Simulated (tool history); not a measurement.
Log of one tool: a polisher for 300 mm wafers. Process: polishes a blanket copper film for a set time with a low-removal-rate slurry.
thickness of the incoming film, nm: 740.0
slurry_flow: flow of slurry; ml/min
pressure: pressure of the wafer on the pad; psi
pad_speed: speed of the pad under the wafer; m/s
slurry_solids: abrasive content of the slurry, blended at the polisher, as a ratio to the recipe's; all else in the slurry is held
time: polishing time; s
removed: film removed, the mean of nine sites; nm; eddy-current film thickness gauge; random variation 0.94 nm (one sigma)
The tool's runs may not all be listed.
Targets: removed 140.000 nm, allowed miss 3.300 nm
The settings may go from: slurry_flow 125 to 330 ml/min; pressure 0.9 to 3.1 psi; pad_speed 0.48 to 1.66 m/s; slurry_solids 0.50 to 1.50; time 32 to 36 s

Run 1, day 0.000: slurry_flow 210 ml/min, pressure 2.0 psi, pad_speed 1.06 m/s, slurry_solids 1.00, time 36 s. Result: removed 87.491 nm.
Run 2, day 0.154: slurry_flow 210 ml/min, pressure 2.0 psi, pad_speed 1.06 m/s, slurry_solids 1.00, time 32 s. Result: removed 77.292 nm.
Run 3, day 0.508: slurry_flow 210 ml/min, pressure 2.0 psi, pad_speed 1.06 m/s, slurry_solids 1.15, time 32 s. Result: removed 80.332 nm.
Run 4, day 0.554: slurry_flow 215 ml/min, pressure 2.1 psi, pad_speed 1.06 m/s, slurry_solids 1.15, time 32 s. Result: removed 83.926 nm.
Run 5, day 0.733: slurry_flow 215 ml/min, pressure 2.1 psi, pad_speed 0.94 m/s, slurry_solids 1.15, time 32 s. Result: removed 74.096 nm.
At day 0.838: slurry nozzle cleaned.
Run 6, day 0.838: slurry_flow 260 ml/min, pressure 2.1 psi, pad_speed 0.94 m/s, slurry_solids 1.15, time 32 s. Result: removed 79.980 nm.
Run 7, day 0.900: slurry_flow 270 ml/min, pressure 2.2 psi, pad_speed 0.94 m/s, slurry_solids 1.15, time 32 s. Result: removed 83.561 nm.
Run 8, day 1.267: slurry_flow 275 ml/min, pressure 2.8 psi, pad_speed 1.06 m/s, slurry_solids 1.15, time 32 s. Result: removed 119.080 nm.
Run 9, day 1.354: slurry_flow 275 ml/min, pressure 2.8 psi, pad_speed 1.06 m/s, slurry_solids 1.15, time 32 s. Result: removed 119.830 nm.
Run 10, day 1.550: slurry_flow 280 ml/min, pressure 2.8 psi, pad_speed 1.06 m/s, slurry_solids 1.15, time 32 s. Result: removed 118.060 nm.
Run 11, day 1.892: slurry_flow 285 ml/min, pressure 2.8 psi, pad_speed 1.06 m/s, slurry_solids 1.15, time 32 s. Result: removed 120.290 nm.
Run 12, day 2.038: slurry_flow 285 ml/min, pressure 2.8 psi, pad_speed 1.06 m/s, slurry_solids 1.15, time 32 s. Result: removed 120.280 nm.
Run 13, day 2.221: slurry_flow 290 ml/min, pressure 2.8 psi, pad_speed 1.06 m/s, slurry_solids 1.15, time 32 s. Result: removed 118.710 nm.
Run 14, day 2.488: slurry_flow 290 ml/min, pressure 3.0 psi, pad_speed 1.08 m/s, slurry_solids 1.15, time 32 s. Result: removed 127.960 nm.

4 next moves are on the table. One of them brings every result within its allowed miss. Which?
Run A, day 2.754: slurry_flow 310 ml/min, pressure 3.1 psi, pad_speed 0.96 m/s, slurry_solids 1.15, time 32 s. Result: removed ?.
Run B, day 2.754: slurry_flow 305 ml/min, pressure 3.1 psi, pad_speed 0.94 m/s, slurry_solids 1.40, time 35 s. Result: removed ?.
Run C, day 2.754: slurry_flow 310 ml/min, pressure 3.0 psi, pad_speed 1.16 m/s, slurry_solids 0.95, time 35 s. Result: removed ?.
Run D, day 2.754: slurry_flow 330 ml/min, pressure 3.1 psi, pad_speed 0.96 m/s, slurry_solids 1.30, time 36 s. Result: removed ?.

move  removed
   A  122.120
   B  136.170
   C  149.500
   D  141.690
A: further off than the last run
B: nearer than the last run, and not there yet
C: takes the result that was furthest off past its target
D: meets every target
Move D is the one to make.
